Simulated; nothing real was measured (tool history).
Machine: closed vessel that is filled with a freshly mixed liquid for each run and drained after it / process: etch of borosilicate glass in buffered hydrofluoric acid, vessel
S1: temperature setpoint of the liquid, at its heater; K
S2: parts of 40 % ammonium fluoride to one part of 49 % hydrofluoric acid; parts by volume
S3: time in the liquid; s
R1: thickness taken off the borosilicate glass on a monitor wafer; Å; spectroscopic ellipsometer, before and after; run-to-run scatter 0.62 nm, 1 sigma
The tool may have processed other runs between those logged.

Run 1, hour 0: S1 297.15 K, S2 14.5 parts by volume, S3 85 s. Result: R1 714.89 Å.
Run 2, hour 4.6: S1 297.15 K, S2 14.5 parts by volume, S3 85 s. Result: R1 732.73 Å.
Run 3, hour 8.6: S1 300.15 K, S2 14.5 parts by volume, S3 85 s. Result: R1 852.26 Å.
Run 4, hour 14.2: S1 300.15 K, S2 14.5 parts by volume, S3 85 s. Result: R1 861.48 Å.
Run 5, hour 23.5: S1 300.15 K, S2 14.5 parts by volume, S3 95 s. Result: R1 959.03 Å.
Run 6, hour 27.3: S1 298.15 K, S2 14.5 parts by volume, S3 95 s. Result: R1 855.79 Å.

What will run 7 give?
Run 7, hour 30: S1 294.15 K, S2 15 parts by volume, S3 95 s. Result: R1 ?.

Logged for run 7: R1 673.67 Å.

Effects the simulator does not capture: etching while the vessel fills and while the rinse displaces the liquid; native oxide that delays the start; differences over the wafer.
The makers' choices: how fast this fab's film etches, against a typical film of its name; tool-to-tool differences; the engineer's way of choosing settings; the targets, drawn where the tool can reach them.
